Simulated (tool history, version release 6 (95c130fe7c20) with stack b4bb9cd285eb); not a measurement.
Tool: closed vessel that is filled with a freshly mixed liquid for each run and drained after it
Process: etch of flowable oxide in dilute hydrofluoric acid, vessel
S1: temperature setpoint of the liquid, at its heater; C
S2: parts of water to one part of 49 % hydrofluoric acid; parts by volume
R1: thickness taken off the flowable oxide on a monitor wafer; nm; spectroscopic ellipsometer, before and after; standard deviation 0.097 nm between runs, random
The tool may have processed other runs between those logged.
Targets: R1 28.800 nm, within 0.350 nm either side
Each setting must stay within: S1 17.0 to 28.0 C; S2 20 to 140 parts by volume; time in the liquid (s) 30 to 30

run 1 day=0.000 | S1=20.0 S2=75 time_in_the_liquid_(s)=30 | R1=14.596
run 2 day=0.238 | S1=20.0 S2=85 time_in_the_liquid_(s)=30 | R1=12.762
run 3 day=0.546 | S1=21.5 S2=80 time_in_the_liquid_(s)=30 | R1=14.467
run 4 day=0.717 | S1=21.5 S2=80 time_in_the_liquid_(s)=30 | R1=14.350
run 5 day=1.092 | S1=22.5 S2=75 time_in_the_liquid_(s)=30 | R1=16.174
run 6 day=1.308 | S1=23.5 S2=70 time_in_the_liquid_(s)=30 | R1=18.141
run 7 day=1.512 | S1=24.0 S2=65 time_in_the_liquid_(s)=30 | R1=19.991
run 8 day=1.658 | S1=24.5 S2=65 time_in_the_liquid_(s)=30 | R1=20.421
run 9 day=1.775 | S1=25.0 S2=65 time_in_the_liquid_(s)=30 | R1=20.884
run 10 day=1.983 | S1=25.5 S2=65 time_in_the_liquid_(s)=30 | R1=21.385
-- day=2.258 thermometer replaced
run 11 day=2.258 | S1=26.0 S2=65 time_in_the_liquid_(s)=30 | R1=19.759
run 12 day=2.383 | S1=26.0 S2=60 time_in_the_liquid_(s)=30 | R1=21.803

Below are 4 possible settings for the next run. Only one of them brings all results inside the allowed miss of their targets. Which is it?
run A day=2.508 | S1=25.5 S2=45 time_in_the_liquid_(s)=30 | R1=?
run B day=2.508 | S1=24.5 S2=45 time_in_the_liquid_(s)=30 | R1=?
run C day=2.508 | S1=26.0 S2=45 time_in_the_liquid_(s)=30 | R1=?
run D day=2.508 | S1=27.5 S2=50 time_in_the_liquid_(s)=30 | R1=?

move=A R1=28.883
move=B R1=27.722
move=C R1=29.477
move=D R1=27.985
A: meets every target
B: nearer than the last run, and not there yet
C: carries the result that was furthest off beyond its target, to the other side
D: nearer than the last run, and not there yet
Move A is the one to make.

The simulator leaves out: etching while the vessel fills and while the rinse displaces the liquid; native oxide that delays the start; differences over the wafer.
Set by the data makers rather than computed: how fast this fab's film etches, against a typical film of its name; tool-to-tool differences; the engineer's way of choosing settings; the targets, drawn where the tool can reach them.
